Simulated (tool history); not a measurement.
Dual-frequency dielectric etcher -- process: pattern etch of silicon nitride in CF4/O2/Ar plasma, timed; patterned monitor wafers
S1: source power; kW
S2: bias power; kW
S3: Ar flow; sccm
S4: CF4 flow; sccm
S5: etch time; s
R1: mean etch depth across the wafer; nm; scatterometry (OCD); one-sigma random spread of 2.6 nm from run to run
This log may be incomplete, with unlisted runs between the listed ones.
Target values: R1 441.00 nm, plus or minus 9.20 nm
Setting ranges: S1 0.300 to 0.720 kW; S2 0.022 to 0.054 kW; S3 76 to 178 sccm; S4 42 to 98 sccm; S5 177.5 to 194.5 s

{"run": 1, "day": 0.0, "S1": 0.51, "S2": 0.038, "S3": 127, "S4": 70, "S5": 194.5, "R1": 355.49}
{"run": 2, "day": 0.1, "S1": 0.51, "S2": 0.038, "S3": 110, "S4": 70, "S5": 194.5, "R1": 359.85}
{"run": 3, "day": 0.408, "S1": 0.51, "S2": 0.038, "S3": 110, "S4": 70, "S5": 194.5, "R1": 363.6}
{"run": 4, "day": 0.667, "S1": 0.51, "S2": 0.032, "S3": 110, "S4": 70, "S5": 194.5, "R1": 346.2}
{"run": 5, "day": 0.733, "S1": 0.51, "S2": 0.032, "S3": 110, "S4": 58, "S5": 194.5, "R1": 336.43}
{"run": 6, "day": 0.871, "S1": 0.53, "S2": 0.032, "S3": 110, "S4": 58, "S5": 194.5, "R1": 346.1}
{"run": 7, "day": 0.921, "S1": 0.55, "S2": 0.032, "S3": 110, "S4": 58, "S5": 194.5, "R1": 356.81}
{"run": 8, "day": 1.042, "S1": 0.57, "S2": 0.032, "S3": 110, "S4": 58, "S5": 194.5, "R1": 368.82}
{"run": 9, "day": 1.371, "S1": 0.58, "S2": 0.032, "S3": 110, "S4": 58, "S5": 194.5, "R1": 370.71}
{"run": 10, "day": 1.608, "S1": 0.59, "S2": 0.032, "S3": 110, "S4": 58, "S5": 194.5, "R1": 374.85}
{"run": 11, "day": 1.804, "S1": 0.6, "S2": 0.032, "S3": 110, "S4": 58, "S5": 194.5, "R1": 382.71}
{"run": 12, "day": 2.138, "S1": 0.61, "S2": 0.032, "S3": 110, "S4": 58, "S5": 194.5, "R1": 387.87}
{"run": 13, "day": 2.404, "S1": 0.62, "S2": 0.032, "S3": 110, "S4": 58, "S5": 194.5, "R1": 390.76}
{"run": 14, "day": 2.425, "S1": 0.63, "S2": 0.032, "S3": 110, "S4": 58, "S5": 194.5, "R1": 396.36}
{"run": 15, "day": 2.771, "S1": 0.64, "S2": 0.032, "S3": 110, "S4": 58, "S5": 194.5, "R1": 401.24}

Which single option among these 4 for the next run brings every result within its allowed miss of target? Just one does.
{"run": "A", "day": 3.117, "S1": 0.61, "S2": 0.034, "S3": 105, "S4": 60, "S5": 179.5, "R1": "?"}
{"run": "B", "day": 3.117, "S1": 0.62, "S2": 0.038, "S3": 105, "S4": 53, "S5": 185.5, "R1": "?"}
{"run": "C", "day": 3.117, "S1": 0.71, "S2": 0.041, "S3": 144, "S4": 56, "S5": 192.0, "R1": "?"}
{"run": "D", "day": 3.117, "S1": 0.65, "S2": 0.032, "S3": 103, "S4": 57, "S5": 185.0, "R1": "?"}

move=A R1=369.60
move=B R1=392.36
move=C R1=444.15
move=D R1=391.59
A: the biggest miss grows against the last run
B: the biggest miss grows against the last run
C: hits every target within its allowed miss
D: the biggest miss grows against the last run
Move C is the one to make.
